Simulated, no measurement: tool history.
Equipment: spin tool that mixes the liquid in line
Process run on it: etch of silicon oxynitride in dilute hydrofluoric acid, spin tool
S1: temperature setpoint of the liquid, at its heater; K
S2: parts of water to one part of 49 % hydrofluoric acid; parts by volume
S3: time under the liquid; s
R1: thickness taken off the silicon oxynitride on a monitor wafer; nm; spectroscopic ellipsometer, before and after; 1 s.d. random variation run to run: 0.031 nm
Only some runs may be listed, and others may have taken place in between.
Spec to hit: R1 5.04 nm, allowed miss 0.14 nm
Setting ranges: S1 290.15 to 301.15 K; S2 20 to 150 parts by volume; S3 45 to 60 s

run,hour,S1,S2,S3,R1
1,0,293.15,85,60,2.652
2,5.2,294.15,80,60,3.0181
3,6.6,295.15,80,60,3.1575
4,10.8,295.15,80,60,3.1557
5,18.6,295.15,80,45,2.3829
6,24.5,296.15,70,45,2.8412
7,28,296.65,65,45,3.1662
8,33.5,296.65,65,45,3.1584
9,37.4,297.15,60,45,3.5073
10,44.4,297.65,55,45,3.9345
11,51.5,298.15,55,45,4.0308
12,58.7,298.65,55,45,4.1595
13,62.6,299.15,55,45,4.272

Pick the move, out of 5, that brings all results within their allowed miss; only one does.
A,66.5,299.15,55,50,?
B,66.5,300.65,50,45,?
C,66.5,299.65,50,50,?
D,66.5,299.65,45,45,?
E,66.5,297.65,45,50,?

move,R1
A,4.7154
B,5.0373
C,5.3365
D,5.3604
E,5.4065
A: closer than the last run, but not yet in spec
B: meets every target
C: takes the result that was furthest off past its target
D: takes the result that was furthest off past its target
E: takes the result that was furthest off past its target
B meets every target.

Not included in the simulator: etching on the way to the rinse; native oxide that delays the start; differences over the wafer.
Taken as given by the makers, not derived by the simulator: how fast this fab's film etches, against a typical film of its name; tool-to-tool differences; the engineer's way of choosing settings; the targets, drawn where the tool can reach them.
